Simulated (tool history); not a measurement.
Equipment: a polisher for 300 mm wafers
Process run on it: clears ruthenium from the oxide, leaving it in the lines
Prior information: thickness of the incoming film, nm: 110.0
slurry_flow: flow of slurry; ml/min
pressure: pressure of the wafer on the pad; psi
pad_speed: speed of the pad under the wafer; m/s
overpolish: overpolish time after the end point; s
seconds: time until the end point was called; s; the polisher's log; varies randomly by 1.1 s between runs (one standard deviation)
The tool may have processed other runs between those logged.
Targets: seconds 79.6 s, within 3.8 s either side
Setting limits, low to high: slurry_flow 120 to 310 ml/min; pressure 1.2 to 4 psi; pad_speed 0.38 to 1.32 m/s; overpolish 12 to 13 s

run  hour  slurry_flow  pressure  pad_speed  overpolish  seconds
  1     0          200       2.6       0.84          12   107.66
  2   4.2          200       2.8       0.84          12   104.03
  3    10          200       2.8       0.84          12      105
  4  15.6          200       2.3       0.84          12   114.14
  5  18.5          200       2.7       0.86          12   102.17
  6  27.4          225       2.7       0.86          12   103.11
  7  28.3          225         3       0.88          12   91.965
  8  29.2          225       3.1       0.88          12   91.467
  9  30.9          225       3.3       0.88          12   86.577

Pick the move, out of 5, that brings all results within their allowed miss; only one does.
  A  32.6          225       3.6        0.9          12        ?
  B  32.6          145         3       0.92          13        ?
  C  32.6          225       3.3       0.84          12        ?
  D  32.6          250       2.9       0.92          12        ?
  E  32.6          230       3.1       0.88          12        ?

move  seconds
   A   81.605
   B    94.06
   C    92.46
   D   91.087
   E   91.851
A: all results in spec
B: misses by more than the last run did
C: misses by more than the last run did
D: misses by more than the last run did
E: misses by more than the last run did
A is the move that brings every result within its allowed miss.
